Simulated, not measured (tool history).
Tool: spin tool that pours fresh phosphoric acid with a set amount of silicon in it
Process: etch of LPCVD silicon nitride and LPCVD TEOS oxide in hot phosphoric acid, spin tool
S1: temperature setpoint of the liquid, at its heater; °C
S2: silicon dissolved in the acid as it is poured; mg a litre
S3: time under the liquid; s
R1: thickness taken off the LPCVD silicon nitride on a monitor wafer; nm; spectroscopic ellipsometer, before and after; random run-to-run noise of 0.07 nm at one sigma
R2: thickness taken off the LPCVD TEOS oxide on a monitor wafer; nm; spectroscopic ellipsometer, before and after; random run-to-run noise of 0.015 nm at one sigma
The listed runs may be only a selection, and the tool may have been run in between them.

Run 1, hour 0: S1 164 °C, S2 22.5 mg a litre, S3 65 s. Result: R1 6.9492 nm, R2 0.25132 nm.
Run 2, hour 6.8: S1 165.5 °C, S2 22.5 mg a litre, S3 65 s. Result: R1 7.3036 nm, R2 0.30817 nm.
Run 3, hour 13.2: S1 165 °C, S2 32 mg a litre, S3 75 s. Result: R1 8.3277 nm, R2 0.17579 nm.
Run 4, hour 22.2: S1 165 °C, S2 32 mg a litre, S3 50 s. Result: R1 5.5665 nm, R2 0.13261 nm.
Run 5, hour 30.9: S1 165 °C, S2 32 mg a litre, S3 35 s. Result: R1 3.879 nm, R2 0.099635 nm.
Run 6, hour 38.8: S1 165 °C, S2 36.5 mg a litre, S3 35 s. Result: R1 3.865 nm, R2 0.089564 nm.
At hour 46.5: dissolved silicon flow meter replaced.
Run 7, hour 46.5: S1 166.5 °C, S2 50 mg a litre, S3 65 s. Result: R1 7.5444 nm, R2 0.095433 nm.

Estimate the outcome of run 8 from the log above:
Run 8, hour 53.4: S1 167 °C, S2 49 mg a litre, S3 70 s. Result: R1 ?, R2 ?.

{"run 8": {"R1": 8.241, "R2": 0.11156}}

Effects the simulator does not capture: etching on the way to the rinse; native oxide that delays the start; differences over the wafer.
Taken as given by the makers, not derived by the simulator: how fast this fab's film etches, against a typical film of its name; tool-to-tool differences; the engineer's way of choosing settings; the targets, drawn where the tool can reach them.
